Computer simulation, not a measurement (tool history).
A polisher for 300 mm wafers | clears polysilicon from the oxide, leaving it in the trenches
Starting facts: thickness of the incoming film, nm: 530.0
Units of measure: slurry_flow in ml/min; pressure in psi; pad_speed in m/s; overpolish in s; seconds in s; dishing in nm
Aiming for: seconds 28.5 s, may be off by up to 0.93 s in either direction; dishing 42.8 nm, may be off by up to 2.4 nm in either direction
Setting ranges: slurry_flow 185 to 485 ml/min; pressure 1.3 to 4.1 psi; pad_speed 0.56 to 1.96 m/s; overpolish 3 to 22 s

run,hour,slurry_flow,pressure,pad_speed,overpolish,seconds,dishing
1,0,310,2.7,1.26,11,38.372,47.942
2,3.9,310,2.7,1.26,13,37.448,48.896
3,8.1,310,2.7,1.26,10,37.988,46.702
4,14.6,310,2.7,1.26,7,37.753,42.794
5,15.7,310,2.7,1.26,11,37.752,47.464
6,17.9,360,2.7,1.26,11,37.456,49.418
7,21.2,270,3.4,1.28,5,30.349,41.762
8,28.5,275,3.4,1.28,5,30.451,42.219
9,31.2,275,3.4,1.28,5,30.47,41.453
10,38.7,275,3.6,1.28,7,28.694,48.245

4 next moves are on the table. One of them brings every result within its allowed miss. Which?
A,46.2,265,3.2,1.52,11,?,?
B,46.2,270,3.7,1.22,8,?,?
C,46.2,300,3.4,1.22,11,?,?
D,46.2,230,3.5,1.36,5,?,?

move,seconds,dishing
A,28.143,49.169
B,28.896,47.291
C,31.039,48.791
D,28.637,42.073
A: lands further from the targets than the last run did
B: an improvement on the last run, though not all results are within tolerance
C: lands further from the targets than the last run did
D: each result inside its tolerance
D is the move that brings every result within its allowed miss.
